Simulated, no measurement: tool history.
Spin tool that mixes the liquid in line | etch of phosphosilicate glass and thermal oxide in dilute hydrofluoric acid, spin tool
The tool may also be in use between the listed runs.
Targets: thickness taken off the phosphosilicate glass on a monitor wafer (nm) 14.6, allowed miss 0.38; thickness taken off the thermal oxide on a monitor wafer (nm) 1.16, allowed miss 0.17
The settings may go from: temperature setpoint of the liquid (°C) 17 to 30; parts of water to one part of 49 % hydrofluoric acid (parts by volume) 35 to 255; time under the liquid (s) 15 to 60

| run | hour | temperature setpoint of the liquid (°C) | parts of water to one part of 49 % hydrofluoric acid (parts by volume) | time under the liquid (s) | thickness taken off the phosphosilicate glass on a monitor wafer (nm) | thickness taken off the thermal oxide on a monitor wafer (nm) |
|---|---|---|---|---|---|---|
| 1 | 0 | 22 | 145 | 30 | 10.811 | 0.90541 |
| 2 | 2.7 | 23.5 | 145 | 30 | 11.495 | 0.85908 |
| 3 | 11.7 | 23.5 | 135 | 30 | 12.476 | 1.0139 |
| 4 | 19.8 | 24.5 | 135 | 30 | 12.899 | 1.0567 |
| 5 | 25.1 | 26 | 135 | 30 | 13.818 | 1.1676 |
| 6 | 31 | 26 | 160 | 30 | 11.262 | 0.83513 |
| 7 | 34.3 | 27 | 155 | 30 | 12.095 | 0.961 |
| 8 | 42.8 | 28 | 150 | 30 | 13.157 | 0.95347 |
| 9 | 47.9 | 28 | 145 | 30 | 13.644 | 1.1349 |

4 next moves are on the table. One of them brings every result within its allowed miss. Which?
| A | 53 | 30 | 175 | 40 | ? | ? |
| B | 53 | 27 | 145 | 30 | ? | ? |
| C | 53 | 27.5 | 115 | 25 | ? | ? |
| D | 53 | 30 | 145 | 25 | ? | ? |

| move | thickness taken off the phosphosilicate glass on a monitor wafer (nm) | thickness taken off the thermal oxide on a monitor wafer (nm) |
|---|---|---|
| A | 15.7 | 1.3236 |
| B | 13.234 | 1.1157 |
| C | 14.718 | 1.2408 |
| D | 12.311 | 1.0379 |
A: takes the result that was furthest off past its target
B: further off than the last run
C: meets every target
D: further off than the last run
The right move is C.

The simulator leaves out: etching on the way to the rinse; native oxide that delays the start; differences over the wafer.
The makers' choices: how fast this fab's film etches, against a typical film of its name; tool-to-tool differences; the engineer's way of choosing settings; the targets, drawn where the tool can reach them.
